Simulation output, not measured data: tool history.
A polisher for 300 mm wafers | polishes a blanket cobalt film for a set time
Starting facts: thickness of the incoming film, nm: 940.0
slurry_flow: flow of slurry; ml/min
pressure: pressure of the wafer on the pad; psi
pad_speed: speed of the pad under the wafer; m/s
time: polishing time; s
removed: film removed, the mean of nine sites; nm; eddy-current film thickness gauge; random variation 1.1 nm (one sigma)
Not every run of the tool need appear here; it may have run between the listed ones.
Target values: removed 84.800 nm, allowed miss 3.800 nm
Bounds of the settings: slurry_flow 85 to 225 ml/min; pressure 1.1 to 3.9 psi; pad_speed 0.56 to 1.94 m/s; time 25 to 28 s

| run | hour | slurry_flow | pressure | pad_speed | time | removed |
|---|---|---|---|---|---|---|
| 1 | 0.0 | 145 | 2.5 | 1.24 | 28 | 166.930 |
| 2 | 1.8 | 145 | 3.0 | 1.24 | 28 | 197.720 |
| 3 | 4.3 | 145 | 2.4 | 1.18 | 28 | 150.890 |
| 4 | 9.6 | 130 | 2.4 | 1.18 | 28 | 149.690 |
| 5 | 12.5 | 130 | 2.4 | 1.18 | 25 | 134.870 |
|  | 15.7 | slurry nozzle cleaned |
| 6 | 15.7 | 130 | 2.4 | 1.18 | 28 | 153.040 |
| 7 | 21.7 | 130 | 2.0 | 1.12 | 28 | 127.150 |
| 8 | 22.4 | 130 | 1.7 | 1.08 | 28 | 107.470 |
| 9 | 24.5 | 130 | 1.5 | 1.08 | 28 | 97.898 |
| 10 | 28.6 | 125 | 1.1 | 1.06 | 28 | 75.169 |
| 11 | 31.7 | 130 | 1.2 | 1.06 | 28 | 80.748 |

Exercise: of the 5 proposed moves below, exactly one satisfies all targets within the stated allowed misses. Which move is it?
| A | 34.8 | 115 | 1.5 | 0.90 | 26 | ? |
| B | 34.8 | 130 | 1.1 | 1.20 | 26 | ? |
| C | 34.8 | 135 | 1.2 | 1.10 | 26 | ? |
| D | 34.8 | 135 | 1.3 | 1.06 | 25 | ? |
| E | 34.8 | 155 | 1.1 | 1.30 | 25 | ? |

| move | removed |
|---|---|
| A | 73.954 |
| B | 77.807 |
| C | 76.825 |
| D | 75.809 |
| E | 82.611 |
A: further off than the last run
B: further off than the last run
C: further off than the last run
D: further off than the last run
E: in spec on every target
E meets every target.
